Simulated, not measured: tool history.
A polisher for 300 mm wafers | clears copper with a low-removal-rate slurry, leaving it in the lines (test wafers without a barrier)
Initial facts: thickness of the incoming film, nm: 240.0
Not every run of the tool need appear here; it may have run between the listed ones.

run,day,flow of slurry (ml/min),pressure of the wafer on the pad (kPa),speed of the pad under the wafer (m/s),abrasive content of the slurry,overpolish time after the end point (s),time until the end point was called (s),dishing of a wide line in a test structure (angstrom)
1,0.000,265,13.8,1.06,1.00,26,119.96,223.68
2,0.146,310,13.8,1.06,1.00,26,118.33,231.62
3,0.325,310,13.8,1.06,0.85,26,122.19,233.88
4,0.479,270,14.5,1.10,1.00,21,112.79,212.41
5,0.546,270,14.5,1.10,1.00,25,109.07,227.01
6,0.862,325,14.5,1.10,1.00,25,108.57,239.13

For run 7, what comes out?
7,1.233,325,14.5,1.10,1.00,25,?,?

Run 7 measured time until the end point was called (s) 108.45, dishing of a wide line in a test structure (angstrom) 236.34.
